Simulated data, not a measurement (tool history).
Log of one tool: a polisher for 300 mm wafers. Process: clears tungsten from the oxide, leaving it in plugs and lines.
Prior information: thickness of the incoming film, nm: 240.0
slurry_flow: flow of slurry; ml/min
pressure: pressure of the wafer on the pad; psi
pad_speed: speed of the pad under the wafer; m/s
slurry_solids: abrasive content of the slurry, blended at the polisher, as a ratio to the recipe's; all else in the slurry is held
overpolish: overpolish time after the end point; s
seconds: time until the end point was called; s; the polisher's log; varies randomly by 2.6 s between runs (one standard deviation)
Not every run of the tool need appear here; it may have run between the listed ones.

{"run": 1, "day": 0.0, "slurry_flow": 170, "pressure": 2.8, "pad_speed": 0.88, "slurry_solids": 1.0, "overpolish": 5, "seconds": 72.284}
{"run": 2, "day": 0.288, "slurry_flow": 170, "pressure": 2.8, "pad_speed": 0.88, "slurry_solids": 1.1, "overpolish": 5, "seconds": 68.895}
{"run": 3, "day": 0.421, "slurry_flow": 170, "pressure": 2.8, "pad_speed": 0.88, "slurry_solids": 1.1, "overpolish": 4, "seconds": 70.756}
{"run": 4, "day": 0.662, "slurry_flow": 145, "pressure": 2.8, "pad_speed": 0.88, "slurry_solids": 1.1, "overpolish": 4, "seconds": 73.408}
{"run": 5, "day": 0.729, "slurry_flow": 145, "pressure": 2.6, "pad_speed": 0.86, "slurry_solids": 1.1, "overpolish": 4, "seconds": 80.355}
{"run": 6, "day": 0.775, "slurry_flow": 145, "pressure": 2.6, "pad_speed": 0.86, "slurry_solids": 1.25, "overpolish": 4, "seconds": 76.981}
{"run": 7, "day": 1.042, "slurry_flow": 145, "pressure": 2.4, "pad_speed": 0.84, "slurry_solids": 1.25, "overpolish": 4, "seconds": 82.255}
{"run": 8, "day": 1.104, "slurry_flow": 145, "pressure": 2.3, "pad_speed": 0.82, "slurry_solids": 1.25, "overpolish": 4, "seconds": 88.685}
{"run": 9, "day": 1.433, "slurry_flow": 145, "pressure": 2.2, "pad_speed": 0.8, "slurry_solids": 1.25, "overpolish": 4, "seconds": 95.786}
{"run": 10, "day": 1.692, "slurry_flow": 145, "pressure": 2.1, "pad_speed": 0.8, "slurry_solids": 1.25, "overpolish": 4, "seconds": 97.412}
{"run": 11, "day": 2.021, "slurry_flow": 145, "pressure": 2.0, "pad_speed": 0.78, "slurry_solids": 1.25, "overpolish": 4, "seconds": 104.35}

Run 12, settings as shown, results not yet in. Your forecast:
{"run": 12, "day": 2.296, "slurry_flow": 145, "pressure": 1.9, "pad_speed": 0.78, "slurry_solids": 1.25, "overpolish": 4, "seconds": "?"}

Run 12 produced seconds 110.910 s.
